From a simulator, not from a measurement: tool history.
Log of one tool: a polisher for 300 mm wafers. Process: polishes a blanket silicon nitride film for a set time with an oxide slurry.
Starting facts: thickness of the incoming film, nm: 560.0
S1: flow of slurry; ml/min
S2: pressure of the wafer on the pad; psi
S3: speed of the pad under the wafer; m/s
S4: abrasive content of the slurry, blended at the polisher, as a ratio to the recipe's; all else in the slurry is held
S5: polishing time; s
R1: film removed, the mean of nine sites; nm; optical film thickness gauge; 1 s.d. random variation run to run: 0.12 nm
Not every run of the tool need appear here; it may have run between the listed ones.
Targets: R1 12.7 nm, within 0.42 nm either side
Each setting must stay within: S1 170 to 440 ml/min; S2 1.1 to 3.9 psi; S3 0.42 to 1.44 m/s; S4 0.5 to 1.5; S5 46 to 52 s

{"run": 1, "day": 0.0, "S1": 280, "S2": 2.5, "S3": 0.92, "S4": 1, "S5": 52, "R1": 17.793}
{"run": 2, "day": 0.354, "S1": 280, "S2": 2.5, "S3": 0.92, "S4": 1, "S5": 46, "R1": 15.95}
{"run": 3, "day": 0.575, "S1": 280, "S2": 2.5, "S3": 0.92, "S4": 1.1, "S5": 46, "R1": 16.943}
{"run": 4, "day": 0.608, "S1": 280, "S2": 2.3, "S3": 0.92, "S4": 1.1, "S5": 46, "R1": 15.133}
{"run": 5, "day": 0.912, "S1": 280, "S2": 2.2, "S3": 0.92, "S4": 1.1, "S5": 46, "R1": 14.793}
{"run": 6, "day": 1.146, "S1": 280, "S2": 2.2, "S3": 0.92, "S4": 1.25, "S5": 46, "R1": 15.867}
{"run": 7, "day": 1.308, "S1": 280, "S2": 2.1, "S3": 0.92, "S4": 1.25, "S5": 46, "R1": 15.044}
{"run": 8, "day": 1.442, "S1": 280, "S2": 2, "S3": 0.92, "S4": 1.25, "S5": 46, "R1": 14.271}
{"run": 9, "day": 1.604, "S1": 275, "S2": 1.7, "S3": 0.92, "S4": 1.25, "S5": 46, "R1": 12.259}
{"run": 10, "day": 1.808, "S1": 280, "S2": 1.7, "S3": 0.92, "S4": 1.25, "S5": 46, "R1": 12.205}

5 candidate next runs follow, results not yet known. Just one meets every target within its allowed miss. Identify it.
{"run": "A", "day": 2.012, "S1": 330, "S2": 1.2, "S3": 0.98, "S4": 1.45, "S5": 51, "R1": "?"}
{"run": "B", "day": 2.012, "S1": 260, "S2": 1.4, "S3": 1.02, "S4": 1.35, "S5": 52, "R1": "?"}
{"run": "C", "day": 2.012, "S1": 295, "S2": 1.8, "S3": 0.94, "S4": 1.2, "S5": 49, "R1": "?"}
{"run": "D", "day": 2.012, "S1": 305, "S2": 2, "S3": 0.68, "S4": 1.3, "S5": 52, "R1": "?"}
{"run": "E", "day": 2.012, "S1": 265, "S2": 1.7, "S3": 0.94, "S4": 1.2, "S5": 52, "R1": "?"}

move=A R1=11.063
move=B R1=12.703
move=C R1=13.854
move=D R1=13.771
move=E R1=13.764
A: misses by more than the last run did
B: hits every target within its allowed miss
C: takes the biggest miss from the last run beyond its target
D: takes the biggest miss from the last run beyond its target
E: takes the biggest miss from the last run beyond its target
B meets every target.

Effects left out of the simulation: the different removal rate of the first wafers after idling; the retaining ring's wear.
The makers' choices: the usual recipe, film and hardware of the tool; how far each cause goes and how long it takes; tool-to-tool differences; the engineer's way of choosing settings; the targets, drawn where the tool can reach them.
